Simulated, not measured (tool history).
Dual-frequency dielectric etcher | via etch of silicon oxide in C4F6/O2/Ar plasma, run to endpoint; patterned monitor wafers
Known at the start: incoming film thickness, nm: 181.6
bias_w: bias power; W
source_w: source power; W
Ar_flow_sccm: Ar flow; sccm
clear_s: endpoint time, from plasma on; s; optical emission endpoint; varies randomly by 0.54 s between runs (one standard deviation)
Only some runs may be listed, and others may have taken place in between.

run    day  bias_w  source_w  Ar_flow_sccm  clear_s
  1  0.000     373       320           276   50.354
  2  0.312     358       310           279   52.777
  3  0.646     346       300           280   54.823
  4  0.771     335       300           280   55.133
  5  0.812     335       300           318   55.082
  6  0.958     325       300           318   56.267

Forecast run 7:
  7  1.012     316       300           318        ?

Run 7 produced clear_s 57.607 s.

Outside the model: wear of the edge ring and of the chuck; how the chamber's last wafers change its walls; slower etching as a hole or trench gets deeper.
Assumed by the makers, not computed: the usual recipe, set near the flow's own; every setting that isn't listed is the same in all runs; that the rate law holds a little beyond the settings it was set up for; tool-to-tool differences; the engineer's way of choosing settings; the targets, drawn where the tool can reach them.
